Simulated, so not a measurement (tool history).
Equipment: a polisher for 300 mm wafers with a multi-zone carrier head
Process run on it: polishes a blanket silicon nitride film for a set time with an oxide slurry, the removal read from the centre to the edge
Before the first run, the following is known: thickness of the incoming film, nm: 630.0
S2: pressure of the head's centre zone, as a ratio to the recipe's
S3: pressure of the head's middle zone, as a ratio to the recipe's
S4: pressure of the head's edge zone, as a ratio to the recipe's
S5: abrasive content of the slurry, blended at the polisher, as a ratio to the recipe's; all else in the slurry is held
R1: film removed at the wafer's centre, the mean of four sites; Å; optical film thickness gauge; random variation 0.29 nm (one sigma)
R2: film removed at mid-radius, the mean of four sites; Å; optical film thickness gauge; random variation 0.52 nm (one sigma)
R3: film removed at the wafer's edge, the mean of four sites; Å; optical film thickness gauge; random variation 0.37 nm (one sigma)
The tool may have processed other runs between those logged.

run 1 day=0 | flow_of_slurry_(ml/min)=205 S2=1 S3=1 S4=1 S5=1 polishing_time_(s)=82 | R1=600.22 R2=610.37 R3=611.18
run 2 day=0.279 | flow_of_slurry_(ml/min)=195 S2=0.97 S3=1.01 S4=1.01 S5=1 polishing_time_(s)=82 | R1=577.5 R2=621.83 R3=601.42
run 3 day=0.317 | flow_of_slurry_(ml/min)=195 S2=0.97 S3=1.01 S4=1.06 S5=1 polishing_time_(s)=82 | R1=579.03 R2=611.27 R3=624.93
run 4 day=0.642 | flow_of_slurry_(ml/min)=185 S2=0.94 S3=1.02 S4=1.07 S5=1 polishing_time_(s)=82 | R1=555.8 R2=613.04 R3=618.73
run 5 day=0.988 | flow_of_slurry_(ml/min)=185 S2=0.94 S3=0.99 S4=1.07 S5=1 polishing_time_(s)=82 | R1=546.79 R2=601.27 R3=620.02
run 6 day=1.167 | flow_of_slurry_(ml/min)=185 S2=0.94 S3=0.99 S4=1.07 S5=1.15 polishing_time_(s)=82 | R1=591.84 R2=634.57 R3=650.08
run 7 day=1.196 | flow_of_slurry_(ml/min)=175 S2=0.92 S3=1 S4=1.08 S5=1.15 polishing_time_(s)=82 | R1=567.48 R2=641.5 R3=656.66
run 8 day=1.288 | flow_of_slurry_(ml/min)=170 S2=0.9 S3=1 S4=1.07 S5=1.15 polishing_time_(s)=82 | R1=554.03 R2=623.8 R3=653.52
run 9 day=1.462 | flow_of_slurry_(ml/min)=165 S2=0.88 S3=1.02 S4=1.06 S5=1.15 polishing_time_(s)=82 | R1=535.71 R2=644.75 R3=637.55

Predict the results of run 10:
run 10 day=1.662 | flow_of_slurry_(ml/min)=160 S2=0.87 S3=1.02 S4=1.06 S5=1.15 polishing_time_(s)=82 | R1=? R2=? R3=?

{"run 10": {"R1": 535.75, "R2": 641.06, "R3": 651.69}}

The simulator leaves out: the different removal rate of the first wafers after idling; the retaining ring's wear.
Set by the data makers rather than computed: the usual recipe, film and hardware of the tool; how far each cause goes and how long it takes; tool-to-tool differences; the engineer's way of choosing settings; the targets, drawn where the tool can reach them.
